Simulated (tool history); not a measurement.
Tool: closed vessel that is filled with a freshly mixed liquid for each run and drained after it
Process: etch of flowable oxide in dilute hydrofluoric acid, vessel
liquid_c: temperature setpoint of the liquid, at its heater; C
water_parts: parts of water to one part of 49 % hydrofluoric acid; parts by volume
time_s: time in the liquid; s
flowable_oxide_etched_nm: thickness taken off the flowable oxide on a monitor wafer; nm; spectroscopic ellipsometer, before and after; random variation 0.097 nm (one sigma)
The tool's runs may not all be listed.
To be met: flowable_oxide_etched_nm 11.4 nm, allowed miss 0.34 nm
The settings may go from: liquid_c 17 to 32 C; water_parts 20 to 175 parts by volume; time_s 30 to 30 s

run  hour  liquid_c  water_parts  time_s  flowable_oxide_etched_nm
  1     0        24           95      30                    15.221
  2   6.2      22.5           95      30                      14.4
  3    15        21           95      30                    13.649
  4  20.4        20           95      30                    13.076
  5    29        20           95      30                    12.913
  6  33.2      21.5           95      30                    13.916
  7  39.1      17.5           95      30                    11.904
  8  45.3        17          100      30                    10.902

Which of these 4 next moves meets every target?
  A  51.5        17           95      30                         ?
  B  51.5        18          110      30                         ?
  C  51.5        17           90      30                         ?
  D  51.5        18           95      30                         ?

move  flowable_oxide_etched_nm
   A                    11.572
   B                    10.259
   C                    12.279
   D                    12.069
A: meets every target
B: further off than the last run
C: takes the result that was furthest off past its target
D: takes the result that was furthest off past its target
Move A is the one to make.
